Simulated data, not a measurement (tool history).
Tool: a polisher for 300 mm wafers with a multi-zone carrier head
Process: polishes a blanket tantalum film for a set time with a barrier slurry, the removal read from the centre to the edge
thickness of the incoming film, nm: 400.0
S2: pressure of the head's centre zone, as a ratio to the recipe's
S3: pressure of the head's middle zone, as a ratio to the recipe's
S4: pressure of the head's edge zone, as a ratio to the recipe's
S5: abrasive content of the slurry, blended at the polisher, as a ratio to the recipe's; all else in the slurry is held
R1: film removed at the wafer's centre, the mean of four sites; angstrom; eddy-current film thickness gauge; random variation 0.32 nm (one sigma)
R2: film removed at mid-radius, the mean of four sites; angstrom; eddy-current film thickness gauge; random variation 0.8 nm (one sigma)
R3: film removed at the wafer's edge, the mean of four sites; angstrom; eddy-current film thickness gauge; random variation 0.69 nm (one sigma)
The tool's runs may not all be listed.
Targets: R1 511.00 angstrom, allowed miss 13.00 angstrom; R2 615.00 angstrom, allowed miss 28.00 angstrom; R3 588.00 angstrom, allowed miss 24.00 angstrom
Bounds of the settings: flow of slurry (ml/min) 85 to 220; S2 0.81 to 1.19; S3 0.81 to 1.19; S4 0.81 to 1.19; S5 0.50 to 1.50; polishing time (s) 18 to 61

Run 1, day 0.000: flow of slurry (ml/min) 140, S2 1.00, S3 1.00, S4 1.00, S5 1.00, polishing time (s) 39. Result: R1 466.51 angstrom, R2 457.27 angstrom, R3 500.39 angstrom.
Run 2, day 0.179: flow of slurry (ml/min) 155, S2 0.99, S3 1.05, S4 1.03, S5 1.05, polishing time (s) 39. Result: R1 476.34 angstrom, R2 505.38 angstrom, R3 509.13 angstrom.
Run 3, day 0.379: flow of slurry (ml/min) 165, S2 0.97, S3 1.06, S4 1.06, S5 1.15, polishing time (s) 39. Result: R1 476.89 angstrom, R2 519.23 angstrom, R3 529.64 angstrom.
Run 4, day 0.412: flow of slurry (ml/min) 165, S2 0.97, S3 1.06, S4 1.12, S5 1.15, polishing time (s) 39. Result: R1 478.72 angstrom, R2 514.31 angstrom, R3 556.37 angstrom.
Run 5, day 0.679: flow of slurry (ml/min) 165, S2 0.97, S3 1.06, S4 1.05, S5 1.15, polishing time (s) 39. Result: R1 477.62 angstrom, R2 518.06 angstrom, R3 535.10 angstrom.
Run 6, day 0.988: flow of slurry (ml/min) 175, S2 0.97, S3 1.09, S4 1.07, S5 1.20, polishing time (s) 39. Result: R1 486.46 angstrom, R2 546.47 angstrom, R3 541.28 angstrom.
Run 7, day 1.283: flow of slurry (ml/min) 180, S2 0.97, S3 1.11, S4 1.09, S5 1.25, polishing time (s) 39. Result: R1 500.96 angstrom, R2 571.50 angstrom, R3 567.48 angstrom.
At day 1.538: edge zone pressure recalibrated.
Run 8, day 1.538: flow of slurry (ml/min) 180, S2 0.97, S3 1.11, S4 1.09, S5 1.25, polishing time (s) 39. Result: R1 495.90 angstrom, R2 562.35 angstrom, R3 531.84 angstrom.
Run 9, day 1.896: flow of slurry (ml/min) 185, S2 0.96, S3 1.11, S4 1.11, S5 1.30, polishing time (s) 39. Result: R1 493.82 angstrom, R2 572.93 angstrom, R3 545.26 angstrom.
Run 10, day 1.946: flow of slurry (ml/min) 185, S2 0.96, S3 1.12, S4 1.13, S5 1.30, polishing time (s) 40. Result: R1 510.59 angstrom, R2 594.42 angstrom, R3 563.81 angstrom.

Which of these 4 next moves meets every target?
Run A, day 1.996: flow of slurry (ml/min) 185, S2 0.92, S3 1.14, S4 1.14, S5 1.00, polishing time (s) 44. Result: R1 ?, R2 ?, R3 ?.
Run B, day 1.996: flow of slurry (ml/min) 175, S2 0.96, S3 1.03, S4 1.13, S5 1.50, polishing time (s) 41. Result: R1 ?, R2 ?, R3 ?.
Run C, day 1.996: flow of slurry (ml/min) 220, S2 0.98, S3 1.19, S4 1.06, S5 1.40, polishing time (s) 38. Result: R1 ?, R2 ?, R3 ?.
Run D, day 1.996: flow of slurry (ml/min) 210, S2 0.89, S3 1.08, S4 0.99, S5 1.15, polishing time (s) 42. Result: R1 ?, R2 ?, R3 ?.

move      R1      R2      R3
   A  507.02  601.32  582.95
   B  531.00  554.08  585.43
   C  514.18  591.77  529.36
   D  491.79  574.99  542.06
A: meets every target
B: brings the result that was furthest off to its target, and leaves another outside
C: further off than the last run
D: further off than the last run
Move A is the one to make.

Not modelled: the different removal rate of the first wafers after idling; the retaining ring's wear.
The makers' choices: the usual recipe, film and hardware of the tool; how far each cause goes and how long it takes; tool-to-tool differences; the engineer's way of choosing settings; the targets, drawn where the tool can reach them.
